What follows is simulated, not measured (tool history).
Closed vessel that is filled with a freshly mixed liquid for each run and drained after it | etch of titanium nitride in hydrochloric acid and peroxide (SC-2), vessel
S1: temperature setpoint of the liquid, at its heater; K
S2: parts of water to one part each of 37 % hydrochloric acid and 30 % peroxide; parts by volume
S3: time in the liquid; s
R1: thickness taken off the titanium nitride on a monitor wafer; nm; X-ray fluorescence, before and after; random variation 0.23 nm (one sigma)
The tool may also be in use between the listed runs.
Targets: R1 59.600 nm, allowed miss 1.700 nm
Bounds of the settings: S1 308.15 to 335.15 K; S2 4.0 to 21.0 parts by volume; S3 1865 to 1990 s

run 1 hour=0.0 | S1=319.15 S2=11.5 S3=1865 | R1=16.460
run 2 hour=1.2 | S1=323.65 S2=10.5 S3=1865 | R1=24.133
run 3 hour=5.4 | S1=323.65 S2=12.5 S3=1865 | R1=20.772
run 4 hour=8.4 | S1=323.65 S2=9.5 S3=1865 | R1=26.047
run 5 hour=10.6 | S1=321.15 S2=9.5 S3=1865 | R1=22.265
run 6 hour=17.0 | S1=325.15 S2=9.5 S3=1865 | R1=29.004
run 7 hour=18.1 | S1=328.15 S2=9.5 S3=1865 | R1=35.222
run 8 hour=18.7 | S1=330.15 S2=9.5 S3=1865 | R1=40.230
run 9 hour=22.3 | S1=331.65 S2=9.5 S3=1865 | R1=44.008
run 10 hour=24.6 | S1=332.65 S2=9.0 S3=1865 | R1=49.206

4 next moves are on the table. One of them brings every result within its allowed miss. Which?
run A hour=26.9 | S1=331.65 S2=9.0 S3=1865 | R1=?
run B hour=26.9 | S1=330.65 S2=6.0 S3=1865 | R1=?
run C hour=26.9 | S1=334.65 S2=8.0 S3=1945 | R1=?
run D hour=26.9 | S1=328.15 S2=8.0 S3=1865 | R1=?

move=A R1=46.273
move=B R1=59.711
move=C R1=64.076
move=D R1=40.689
A: further off than the last run
B: meets every target
C: takes the result that was furthest off past its target
D: further off than the last run
The right move is B.
